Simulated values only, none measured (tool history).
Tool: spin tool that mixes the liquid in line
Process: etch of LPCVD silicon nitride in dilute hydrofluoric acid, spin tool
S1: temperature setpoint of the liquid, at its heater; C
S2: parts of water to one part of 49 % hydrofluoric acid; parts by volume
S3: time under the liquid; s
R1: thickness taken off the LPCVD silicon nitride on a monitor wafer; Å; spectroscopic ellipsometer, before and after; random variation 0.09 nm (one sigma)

| run | hour | S1 | S2 | S3 | R1 |
|---|---|---|---|---|---|
| 1 | 0.0 | 24.0 | 60 | 315 | 26.455 |
| 2 | 6.8 | 24.0 | 60 | 335 | 27.778 |
| 3 | 15.6 | 24.0 | 60 | 315 | 25.692 |
| 4 | 24.2 | 26.0 | 55 | 315 | 33.250 |
| 5 | 29.6 | 26.0 | 75 | 315 | 23.809 |
| 6 | 36.5 | 27.5 | 70 | 315 | 28.539 |
| 7 | 38.6 | 28.5 | 65 | 315 | 31.767 |
| 8 | 44.7 | 29.5 | 60 | 315 | 37.657 |
| 9 | 45.3 | 30.0 | 55 | 315 | 42.787 |
| 10 | 49.8 | 30.5 | 55 | 315 | 43.998 |

The next listed run, before its measurement:
| 11 | 56.4 | 31.0 | 55 | 315 | ? |

{"run 11": {"R1": 45.733}}

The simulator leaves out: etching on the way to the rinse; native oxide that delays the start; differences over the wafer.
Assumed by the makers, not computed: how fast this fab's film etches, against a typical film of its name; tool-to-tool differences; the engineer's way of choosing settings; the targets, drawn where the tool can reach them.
